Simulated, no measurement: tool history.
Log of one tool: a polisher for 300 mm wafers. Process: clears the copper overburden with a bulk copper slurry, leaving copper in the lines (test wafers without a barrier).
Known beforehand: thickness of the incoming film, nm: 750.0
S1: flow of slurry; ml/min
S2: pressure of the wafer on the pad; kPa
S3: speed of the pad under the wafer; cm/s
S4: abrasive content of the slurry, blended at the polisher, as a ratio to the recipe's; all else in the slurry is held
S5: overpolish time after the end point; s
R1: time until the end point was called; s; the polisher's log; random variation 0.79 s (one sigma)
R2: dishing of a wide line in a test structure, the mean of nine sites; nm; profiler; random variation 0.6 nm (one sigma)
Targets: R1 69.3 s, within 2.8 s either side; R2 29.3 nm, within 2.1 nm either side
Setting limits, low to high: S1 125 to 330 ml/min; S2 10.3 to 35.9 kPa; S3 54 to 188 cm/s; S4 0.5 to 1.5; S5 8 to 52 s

run  hour   S1    S2   S3    S4  S5      R1      R2
  1     0  210  22.8  120     1  26  49.149  33.928
  2   8.8  210  22.8   96     1  26   58.48  34.314
  3  17.1  210  22.8   96     1  17   58.67   34.96
  4  24.6  210  19.3   96     1  17  69.444  33.538
  5  25.8  210  19.3   96  1.15  17  67.461   34.25
  6  34.5  210  19.3   96     1  17  68.296   33.86
     35.2  -- head pressure recalibrated
  7  35.2  205  18.6  104  0.85  26  65.283  34.836
  8  37.2  235  17.2  106  1.05  20  65.822  33.357
  9  41.8  265  15.2  110  1.15  16  70.162   33.27
 10    47  280  13.8  116  1.15  14   73.46  31.605
 11  54.9  295  13.8  120  1.05  12  72.289  31.915
 12  57.2  305  13.1  126  1.05  11  71.771  30.532

Which of these 4 next moves meets every target?
  A  59.5  290  13.8  118  1.2  31   ?   ?
  B  59.5  240  17.2  100  1.1  17   ?   ?
  C  59.5  325  10.3  170  1.1   9   ?   ?
  D  59.5  325  17.2  106    1  22   ?   ?

move      R1      R2
   A  71.623  33.842
   B  68.944  33.847
   C  68.981  29.321
   D  65.054  34.341
A: meets the target for the result that was furthest off, but another lies outside its allowed miss
B: meets the target for the result that was furthest off, but another lies outside its allowed miss
C: meets every target
D: the result that was furthest off in the last run now lies on the other side of its target
Go with C: it meets all targets.
